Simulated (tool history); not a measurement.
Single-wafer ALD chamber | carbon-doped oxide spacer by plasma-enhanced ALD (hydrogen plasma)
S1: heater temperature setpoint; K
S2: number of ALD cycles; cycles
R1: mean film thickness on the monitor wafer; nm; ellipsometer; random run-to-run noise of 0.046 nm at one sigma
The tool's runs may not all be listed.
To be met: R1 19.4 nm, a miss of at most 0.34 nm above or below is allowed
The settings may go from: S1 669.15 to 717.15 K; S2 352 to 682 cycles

Run 1, hour 0: S1 693.15 K, S2 517 cycles. Result: R1 21.52 nm.
Run 2, hour 6.5: S1 693.15 K, S2 447 cycles. Result: R1 18.681 nm.
Run 3, hour 8.2: S1 691.15 K, S2 449 cycles. Result: R1 18.834 nm.
Run 4, hour 14.8: S1 691.15 K, S2 500 cycles. Result: R1 21.002 nm.
Run 5, hour 19.7: S1 695.15 K, S2 496 cycles. Result: R1 20.579 nm.
Run 6, hour 25.3: S1 697.15 K, S2 491 cycles. Result: R1 20.265 nm.
Run 7, hour 32.1: S1 699.15 K, S2 487 cycles. Result: R1 19.923 nm.
Run 8, hour 39.3: S1 700.15 K, S2 485 cycles. Result: R1 19.888 nm.

Which one of the following 4 next-run settings gets every result inside its allowed miss? There is exactly one.
Run A, hour 46.5: S1 696.15 K, S2 468 cycles. Result: R1 ?.
Run B, hour 46.5: S1 702.15 K, S2 454 cycles. Result: R1 ?.
Run C, hour 46.5: S1 700.15 K, S2 500 cycles. Result: R1 ?.
Run D, hour 46.5: S1 698.15 K, S2 502 cycles. Result: R1 ?.

move      R1
   A  19.317
   B  18.396
   C  20.386
   D  20.594
A: meets every target
B: moves the result that the last run missed by most past its target, out the other side
C: further off than the last run
D: further off than the last run
Correct choice: A, which meets every target
